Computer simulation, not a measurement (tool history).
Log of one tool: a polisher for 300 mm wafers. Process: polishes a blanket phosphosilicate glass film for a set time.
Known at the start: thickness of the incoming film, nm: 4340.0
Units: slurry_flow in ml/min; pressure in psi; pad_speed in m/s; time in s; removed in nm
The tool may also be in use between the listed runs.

Run 1, hour 0: slurry_flow 315 ml/min, pressure 2.9 psi, pad_speed 1.2 m/s, slurry_solids 1, time 20 s. Result: removed 160.76 nm.
Run 2, hour 0.9: slurry_flow 315 ml/min, pressure 2.5 psi, pad_speed 1.18 m/s, slurry_solids 1, time 20 s. Result: removed 136.84 nm.
Run 3, hour 7.9: slurry_flow 315 ml/min, pressure 2.5 psi, pad_speed 1.18 m/s, slurry_solids 1, time 17 s. Result: removed 118.37 nm.
Run 4, hour 12.6: slurry_flow 285 ml/min, pressure 2.5 psi, pad_speed 1.18 m/s, slurry_solids 1, time 17 s. Result: removed 118.89 nm.
Run 5, hour 20.3: slurry_flow 210 ml/min, pressure 2.5 psi, pad_speed 1.18 m/s, slurry_solids 1, time 17 s. Result: removed 114.69 nm.
Run 6, hour 25.1: slurry_flow 210 ml/min, pressure 2.5 psi, pad_speed 1.18 m/s, slurry_solids 1, time 20 s. Result: removed 132.44 nm.

Forecast run 7:
Run 7, hour 26.5: slurry_flow 210 ml/min, pressure 2.2 psi, pad_speed 1.18 m/s, slurry_solids 1, time 20 s. Result: removed ?.

removed: 121.08 nm
